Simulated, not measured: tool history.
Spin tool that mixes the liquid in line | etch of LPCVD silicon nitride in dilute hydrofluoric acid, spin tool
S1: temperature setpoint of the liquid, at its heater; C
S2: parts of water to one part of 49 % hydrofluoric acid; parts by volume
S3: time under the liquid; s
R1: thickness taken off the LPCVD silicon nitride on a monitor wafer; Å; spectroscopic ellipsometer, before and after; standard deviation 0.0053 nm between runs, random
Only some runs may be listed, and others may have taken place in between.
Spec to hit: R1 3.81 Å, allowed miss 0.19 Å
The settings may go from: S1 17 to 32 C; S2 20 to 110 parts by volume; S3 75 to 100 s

run,day,S1,S2,S3,R1
1,0,24,60,100,9.3524
2,0.079,23,65,100,8.2725
3,0.408,23,65,75,6.1186
4,0.546,23,65,75,6.0432
5,0.825,23,65,100,8.1209
6,0.917,22,70,100,7.1409
# day 1.108: thermometer replaced
7,1.108,21,75,100,5.221
8,1.429,20.5,75,100,5.2384

Next run, 5 choices. One meets every target within its allowed miss, the rest don't. Which?
A,1.75,17,65,95,?
B,1.75,30,80,85,?
C,1.75,19,80,95,?
D,1.75,21,90,85,?
E,1.75,17.5,65,95,?

move,R1
A,4.561
B,7.9499
C,4.2871
D,3.9212
E,4.7246
A: gains on the last run, yet a result remains outside its allowed miss
B: moves away from the targets compared with the last run
C: gains on the last run, yet a result remains outside its allowed miss
D: all results in spec
E: gains on the last run, yet a result remains outside its allowed miss
Move D is the one to make.
